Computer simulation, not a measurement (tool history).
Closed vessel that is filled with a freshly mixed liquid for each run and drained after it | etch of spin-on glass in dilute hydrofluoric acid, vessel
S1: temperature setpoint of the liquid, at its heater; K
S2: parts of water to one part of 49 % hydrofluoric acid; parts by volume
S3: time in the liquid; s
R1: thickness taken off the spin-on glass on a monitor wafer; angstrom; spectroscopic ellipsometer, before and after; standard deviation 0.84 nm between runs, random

{"run": 1, "hour": 0.0, "S1": 294.15, "S2": 55, "S3": 90, "R1": 554.07}
{"run": 2, "hour": 2.1, "S1": 295.65, "S2": 50, "S3": 90, "R1": 654.76}
{"run": 3, "hour": 7.9, "S1": 293.65, "S2": 50, "S3": 90, "R1": 591.73}
{"run": 4, "hour": 9.2, "S1": 295.65, "S2": 50, "S3": 90, "R1": 655.23}
{"run": 5, "hour": 11.5, "S1": 295.65, "S2": 70, "S3": 90, "R1": 445.18}
{"run": 6, "hour": 14.8, "S1": 298.15, "S2": 70, "S3": 90, "R1": 502.31}
{"run": 7, "hour": 20.0, "S1": 299.15, "S2": 65, "S3": 90, "R1": 561.9}
{"run": 8, "hour": 23.0, "S1": 299.65, "S2": 60, "S3": 90, "R1": 629.03}

What does the tool deliver on the next run?
{"run": 9, "hour": 27.9, "S1": 300.15, "S2": 55, "S3": 90, "R1": "?"}

R1: 708.84 angstrom
